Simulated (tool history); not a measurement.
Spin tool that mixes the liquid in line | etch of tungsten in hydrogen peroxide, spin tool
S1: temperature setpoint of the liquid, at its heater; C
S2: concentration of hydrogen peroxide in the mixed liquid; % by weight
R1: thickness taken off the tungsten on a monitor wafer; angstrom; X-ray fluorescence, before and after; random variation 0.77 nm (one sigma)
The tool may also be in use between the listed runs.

{"run": 1, "day": 0.0, "S1": 50.0, "S2": 20.0, "time under the liquid (s)": 55, "R1": 755.3}
{"run": 2, "day": 0.279, "S1": 51.5, "S2": 20.0, "time under the liquid (s)": 55, "R1": 824.56}
{"run": 3, "day": 0.646, "S1": 56.5, "S2": 20.0, "time under the liquid (s)": 55, "R1": 1108.3}
{"run": 4, "day": 0.671, "S1": 57.0, "S2": 20.0, "time under the liquid (s)": 55, "R1": 1150.6}
{"run": 5, "day": 0.95, "S1": 57.5, "S2": 20.0, "time under the liquid (s)": 55, "R1": 1172.2}
{"run": 6, "day": 1.275, "S1": 57.5, "S2": 17.0, "time under the liquid (s)": 55, "R1": 1085.4}
{"run": 7, "day": 1.346, "S1": 58.0, "S2": 17.0, "time under the liquid (s)": 55, "R1": 1119.9}
{"run": 8, "day": 1.496, "S1": 58.5, "S2": 17.0, "time under the liquid (s)": 55, "R1": 1162.5}

Run 9 comes next. What will it give?
{"run": 9, "day": 1.779, "S1": 58.5, "S2": 17.0, "time under the liquid (s)": 55, "R1": "?"}

R1: 1150.10 angstrom
